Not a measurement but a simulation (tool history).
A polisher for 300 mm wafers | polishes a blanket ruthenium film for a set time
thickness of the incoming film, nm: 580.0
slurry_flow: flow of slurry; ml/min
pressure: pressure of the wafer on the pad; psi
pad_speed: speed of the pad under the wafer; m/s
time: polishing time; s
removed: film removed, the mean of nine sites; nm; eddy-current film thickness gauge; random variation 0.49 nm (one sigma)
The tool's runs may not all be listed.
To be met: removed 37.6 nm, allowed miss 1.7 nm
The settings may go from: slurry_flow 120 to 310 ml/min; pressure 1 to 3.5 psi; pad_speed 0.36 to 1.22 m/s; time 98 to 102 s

| run | hour | slurry_flow | pressure | pad_speed | time | removed |
|---|---|---|---|---|---|---|
| 1 | 0 | 200 | 2.2 | 0.78 | 98 | 76.487 |
| 2 | 6.5 | 200 | 1.7 | 0.78 | 98 | 59.694 |
| 3 | 11 | 200 | 1.5 | 0.74 | 98 | 52.965 |
| 4 | 17.4 | 200 | 1.8 | 0.74 | 98 | 60.981 |
| 5 | 20.9 | 200 | 1.5 | 0.7 | 98 | 49.467 |
| 6 | 27.5 | 225 | 1.5 | 0.7 | 98 | 50.58 |
| 7 | 31.7 | 225 | 1.3 | 0.68 | 98 | 43.544 |
| 8 | 39.7 | 225 | 1 | 0.68 | 98 | 34.846 |

Which of these 5 next moves meets every target?
| A | 47.7 | 195 | 1.1 | 0.54 | 98 | ? |
| B | 47.7 | 220 | 1 | 0.6 | 98 | ? |
| C | 47.7 | 255 | 1.1 | 0.66 | 98 | ? |
| D | 47.7 | 240 | 1 | 0.58 | 98 | ? |
| E | 47.7 | 205 | 1.3 | 0.42 | 102 | ? |

| move | removed |
|---|---|
| A | 31.091 |
| B | 31.701 |
| C | 37.75 |
| D | 31.192 |
| E | 31.11 |
A: further off than the last run
B: further off than the last run
C: meets every target
D: further off than the last run
E: further off than the last run
Answer: C

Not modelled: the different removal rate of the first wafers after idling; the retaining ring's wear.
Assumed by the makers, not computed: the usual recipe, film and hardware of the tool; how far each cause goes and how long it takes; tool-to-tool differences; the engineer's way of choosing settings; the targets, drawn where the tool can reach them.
